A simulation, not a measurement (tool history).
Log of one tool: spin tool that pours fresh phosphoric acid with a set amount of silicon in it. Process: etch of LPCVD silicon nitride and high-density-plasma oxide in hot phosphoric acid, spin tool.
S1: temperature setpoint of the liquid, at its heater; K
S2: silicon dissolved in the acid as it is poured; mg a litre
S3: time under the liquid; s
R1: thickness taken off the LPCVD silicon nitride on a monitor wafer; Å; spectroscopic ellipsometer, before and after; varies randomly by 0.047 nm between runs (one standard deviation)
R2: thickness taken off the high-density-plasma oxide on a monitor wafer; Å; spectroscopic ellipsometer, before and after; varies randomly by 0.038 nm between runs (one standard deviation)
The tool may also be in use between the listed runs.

run  hour      S1    S2  S3      R1      R2
  1     0  437.15  23.5  70  66.493  3.4425
  2   1.9  437.15  12.5  70  65.504   4.538
  3   5.7  437.15  12.5  45   42.73  2.9157
  4  10.5  435.65  12.5  45  41.079  2.5403
  5  14.3  434.65  12.5  45  39.659  2.2926
  6  20.7  435.15    14  45   39.49  2.1179
  7  29.3  435.65  15.5  45  41.582  2.0345
  8  37.2  436.15    16  45  40.724  2.4174
  9    43  436.15  16.5  45  41.423  2.4862
 10  44.8  436.65    18  45  41.684  2.7019
 11  51.3  436.65  18.5  45  41.873  2.1447
 12  55.2  437.15  18.5  45  42.357  2.9364

The next listed run, before its measurement:
 13  63.7  437.15  19.5  45   ?   ?

Run 13 measured R1 42.874 Å, R2 2.1012 Å.
